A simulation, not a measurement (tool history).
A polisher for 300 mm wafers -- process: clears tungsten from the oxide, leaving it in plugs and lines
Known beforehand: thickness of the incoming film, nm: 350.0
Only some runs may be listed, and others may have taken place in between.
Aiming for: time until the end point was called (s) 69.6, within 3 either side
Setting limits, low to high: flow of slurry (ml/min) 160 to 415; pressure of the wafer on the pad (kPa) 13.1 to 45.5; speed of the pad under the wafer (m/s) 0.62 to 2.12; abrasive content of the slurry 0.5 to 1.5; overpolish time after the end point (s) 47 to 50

| run | hour | flow of slurry (ml/min) | pressure of the wafer on the pad (kPa) | speed of the pad under the wafer (m/s) | abrasive content of the slurry | overpolish time after the end point (s) | time until the end point was called (s) |
|---|---|---|---|---|---|---|---|
| 1 | 0 | 265 | 29 | 1.36 | 1 | 47 | 57.707 |
| 2 | 3.9 | 265 | 29 | 1.36 | 1.2 | 47 | 54.784 |
| 3 | 6.7 | 265 | 26.9 | 1.36 | 1.2 | 47 | 59.664 |
| 4 | 8.6 | 265 | 25.5 | 1.36 | 1.2 | 47 | 61.977 |
| 5 | 13.6 | 265 | 24.8 | 1.36 | 1.2 | 47 | 65.079 |
| 6 | 22 | 265 | 24.8 | 1.36 | 1.3 | 47 | 63.983 |
| 7 | 28 | 265 | 24.1 | 1.36 | 1.3 | 47 | 66.443 |
| 8 | 35.3 | 265 | 24.1 | 1.36 | 1.3 | 47 | 65.832 |

Consider the 5 candidate settings below. Which is the only one whose results all fall within their allowed miss of target?
| A | 42.6 | 255 | 25.5 | 1.36 | 1.15 | 49 | ? |
| B | 42.6 | 230 | 24.1 | 1.46 | 1.25 | 50 | ? |
| C | 42.6 | 250 | 17.9 | 1.7 | 1.4 | 50 | ? |
| D | 42.6 | 235 | 30.3 | 1.24 | 1.1 | 47 | ? |
| E | 42.6 | 245 | 24.1 | 1.48 | 1.25 | 47 | ? |

| move | time until the end point was called (s) |
|---|---|
| A | 64.145 |
| B | 62.78 |
| C | 69.407 |
| D | 60.498 |
| E | 61.467 |
A: lands further from the targets than the last run did
B: lands further from the targets than the last run did
C: all results in spec
D: lands further from the targets than the last run did
E: lands further from the targets than the last run did
C meets every target.
